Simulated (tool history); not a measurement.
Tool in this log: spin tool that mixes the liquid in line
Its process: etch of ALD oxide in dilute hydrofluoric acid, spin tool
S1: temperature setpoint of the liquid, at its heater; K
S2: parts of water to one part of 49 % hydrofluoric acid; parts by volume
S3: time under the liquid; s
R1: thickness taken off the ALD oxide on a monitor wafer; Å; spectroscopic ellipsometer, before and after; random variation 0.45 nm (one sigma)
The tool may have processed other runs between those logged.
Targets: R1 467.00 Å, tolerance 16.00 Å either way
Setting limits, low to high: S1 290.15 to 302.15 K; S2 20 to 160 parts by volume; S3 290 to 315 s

run,hour,S1,S2,S3,R1
1,0.0,294.15,90,290,666.60
2,4.9,294.15,115,290,509.76
3,10.2,293.65,115,290,497.88
4,11.9,293.65,115,290,497.76
5,17.3,293.65,135,290,417.70
6,21.6,294.15,135,290,426.30
7,27.5,294.65,135,290,443.69
8,33.7,295.15,135,290,438.57

Which of these 5 next moves meets every target?
A,39.9,295.15,120,290,?
B,39.9,296.15,135,310,?
C,39.9,292.65,130,290,?
D,39.9,296.15,135,295,?
E,39.9,295.15,130,315,?

move,R1
A,502.07
B,487.84
C,414.64
D,464.23
E,497.75
A: carries the result that was furthest off beyond its target, to the other side
B: carries the result that was furthest off beyond its target, to the other side
C: moves away from the targets compared with the last run
D: all results land within tolerance of their targets
E: carries the result that was furthest off beyond its target, to the other side
D is the move that brings every result within its allowed miss.
